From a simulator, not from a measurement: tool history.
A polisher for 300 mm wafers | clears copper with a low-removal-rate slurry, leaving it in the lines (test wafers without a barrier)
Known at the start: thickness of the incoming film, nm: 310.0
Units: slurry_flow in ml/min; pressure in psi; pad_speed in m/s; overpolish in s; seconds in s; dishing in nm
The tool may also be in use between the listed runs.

{"run": 1, "day": 0.0, "slurry_flow": 300, "pressure": 3.1, "pad_speed": 0.88, "slurry_solids": 1, "overpolish": 9, "seconds": 124.52, "dishing": 15.934}
{"run": 2, "day": 0.2, "slurry_flow": 300, "pressure": 3.3, "pad_speed": 0.88, "slurry_solids": 1, "overpolish": 10, "seconds": 116.19, "dishing": 19.017}
{"run": 3, "day": 0.404, "slurry_flow": 300, "pressure": 3.5, "pad_speed": 0.88, "slurry_solids": 1, "overpolish": 11, "seconds": 109.99, "dishing": 21.125}
{"run": 4, "day": 0.65, "slurry_flow": 300, "pressure": 3.6, "pad_speed": 0.88, "slurry_solids": 1, "overpolish": 12, "seconds": 106.26, "dishing": 23.758}
{"run": 5, "day": 0.9, "slurry_flow": 370, "pressure": 3.6, "pad_speed": 0.88, "slurry_solids": 1, "overpolish": 12, "seconds": 104.11, "dishing": 23.899}
{"run": 6, "day": 1.029, "slurry_flow": 370, "pressure": 3.6, "pad_speed": 0.88, "slurry_solids": 0.85, "overpolish": 12, "seconds": 108.06, "dishing": 22.832}
{"run": 7, "day": 1.067, "slurry_flow": 370, "pressure": 3.6, "pad_speed": 0.88, "slurry_solids": 0.85, "overpolish": 12, "seconds": 107.42, "dishing": 23.439}
{"run": 8, "day": 1.125, "slurry_flow": 370, "pressure": 3.7, "pad_speed": 0.88, "slurry_solids": 0.85, "overpolish": 12, "seconds": 105.32, "dishing": 23.949}
{"run": 9, "day": 1.204, "slurry_flow": 370, "pressure": 3.8, "pad_speed": 0.88, "slurry_solids": 0.85, "overpolish": 12, "seconds": 102.5, "dishing": 24.77}
{"run": 10, "day": 1.292, "slurry_flow": 370, "pressure": 3.9, "pad_speed": 0.88, "slurry_solids": 0.85, "overpolish": 12, "seconds": 100.9, "dishing": 24.813}
{"run": 11, "day": 1.362, "slurry_flow": 370, "pressure": 4, "pad_speed": 0.88, "slurry_solids": 0.85, "overpolish": 12, "seconds": 97.166, "dishing": 25.86}

Run 12 comes next. What will it give?
{"run": 12, "day": 1.433, "slurry_flow": 370, "pressure": 4.1, "pad_speed": 0.88, "slurry_solids": 0.85, "overpolish": 12, "seconds": "?", "dishing": "?"}

{"run 12": {"seconds": 95.685, "dishing": 25.78}}
